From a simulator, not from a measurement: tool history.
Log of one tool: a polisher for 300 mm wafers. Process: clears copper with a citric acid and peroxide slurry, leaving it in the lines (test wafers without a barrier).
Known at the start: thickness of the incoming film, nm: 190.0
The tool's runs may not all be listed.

run,hour,flow of slurry (ml/min),pressure of the wafer on the pad (psi),speed of the pad under the wafer (m/s),abrasive content of the slurry,overpolish time after the end point (s),time until the end point was called (s),dishing of a wide line in a test structure (angstrom)
1,0,195,2.8,1.04,1,15,73.805,271.42
2,7.1,240,2.8,1.04,1,15,74.176,276.32
3,8.5,240,2.8,1.04,1,17,73.715,306.87
4,16.7,240,2.8,1.04,1,19,73.658,338.65
5,21.9,240,2.8,1.04,0.9,19,73.193,336.57
6,29.8,240,3.3,1.04,0.9,19,64.091,380.52

Forecast run 7:
7,30.7,240,3.2,1.04,0.9,20,?,?

{"run 7": {"time until the end point was called (s)": 64.459, "dishing of a wide line in a test structure (angstrom)": 400.31}}

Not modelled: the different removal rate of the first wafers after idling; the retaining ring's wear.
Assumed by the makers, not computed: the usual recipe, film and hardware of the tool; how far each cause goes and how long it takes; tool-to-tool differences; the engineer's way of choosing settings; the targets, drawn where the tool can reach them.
